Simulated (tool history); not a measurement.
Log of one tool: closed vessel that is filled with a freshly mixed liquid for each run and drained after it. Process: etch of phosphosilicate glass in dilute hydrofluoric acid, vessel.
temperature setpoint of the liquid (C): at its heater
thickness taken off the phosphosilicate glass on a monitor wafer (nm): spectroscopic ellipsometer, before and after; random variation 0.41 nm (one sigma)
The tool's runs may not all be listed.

run  hour  temperature setpoint of the liquid (C)  parts of water to one part of 49 % hydrofluoric acid (parts by volume)  time in the liquid (s)  thickness taken off the phosphosilicate glass on a monitor wafer (nm)
  1     0                                      25                                                                     145                      30                                                                     39
  2   5.3                                    27.5                                                                     145                      30                                                                 42.612
  3   8.6                                      25                                                                     145                      30                                                                 38.669
  4  13.4                                      25                                                                     145                      30                                                                 38.836
  5  22.3                                      26                                                                     135                      30                                                                 43.616
  6  27.5                                      27                                                                     130                      30                                                                   47.6
  7  35.5                                      28                                                                     125                      30                                                                 52.284
  8  43.4                                      32                                                                      95                      30                                                                 82.544

Forecast run 9:
  9  47.1                                      32                                                                      95                      30                                                                      ?

Run 9 gave thickness taken off the phosphosilicate glass on a monitor wafer (nm) 82.67.
